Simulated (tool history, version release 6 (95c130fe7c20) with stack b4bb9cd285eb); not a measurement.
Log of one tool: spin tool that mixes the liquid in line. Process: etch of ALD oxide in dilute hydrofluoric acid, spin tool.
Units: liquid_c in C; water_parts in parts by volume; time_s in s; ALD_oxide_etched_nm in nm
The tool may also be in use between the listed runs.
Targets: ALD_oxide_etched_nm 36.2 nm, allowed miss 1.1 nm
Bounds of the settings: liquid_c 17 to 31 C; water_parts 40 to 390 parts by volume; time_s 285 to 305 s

run 1 hour=0 | liquid_c=23 water_parts=215 time_s=285 | ALD_oxide_etched_nm=9.6837
run 2 hour=5.5 | liquid_c=21 water_parts=215 time_s=285 | ALD_oxide_etched_nm=8.8867
run 3 hour=10.6 | liquid_c=23 water_parts=180 time_s=285 | ALD_oxide_etched_nm=11.932
run 4 hour=11.5 | liquid_c=19.5 water_parts=180 time_s=285 | ALD_oxide_etched_nm=10.448
run 5 hour=14.9 | liquid_c=21.5 water_parts=150 time_s=285 | ALD_oxide_etched_nm=13.747
run 6 hour=21.1 | liquid_c=19 water_parts=150 time_s=285 | ALD_oxide_etched_nm=12.3
-- hour=27.9 thermometer replaced
run 7 hour=27.9 | liquid_c=19 water_parts=150 time_s=285 | ALD_oxide_etched_nm=13.137
run 8 hour=32.3 | liquid_c=21 water_parts=130 time_s=285 | ALD_oxide_etched_nm=17.297
run 9 hour=41.3 | liquid_c=25 water_parts=105 time_s=285 | ALD_oxide_etched_nm=25.42
run 10 hour=44.2 | liquid_c=26 water_parts=105 time_s=285 | ALD_oxide_etched_nm=26.492
run 11 hour=48.7 | liquid_c=27 water_parts=105 time_s=285 | ALD_oxide_etched_nm=27.485

Which of these 4 next moves meets every target?
run A hour=53.2 | liquid_c=27.5 water_parts=95 time_s=305 | ALD_oxide_etched_nm=?
run B hour=53.2 | liquid_c=29.5 water_parts=100 time_s=305 | ALD_oxide_etched_nm=?
run C hour=53.2 | liquid_c=26 water_parts=90 time_s=305 | ALD_oxide_etched_nm=?
run D hour=53.2 | liquid_c=29.5 water_parts=95 time_s=305 | ALD_oxide_etched_nm=?

move=A ALD_oxide_etched_nm=33.46
move=B ALD_oxide_etched_nm=34.069
move=C ALD_oxide_etched_nm=33.54
move=D ALD_oxide_etched_nm=36.114
A: nearer than the last run, and not there yet
B: nearer than the last run, and not there yet
C: nearer than the last run, and not there yet
D: meets every target
Move D is the one to make.
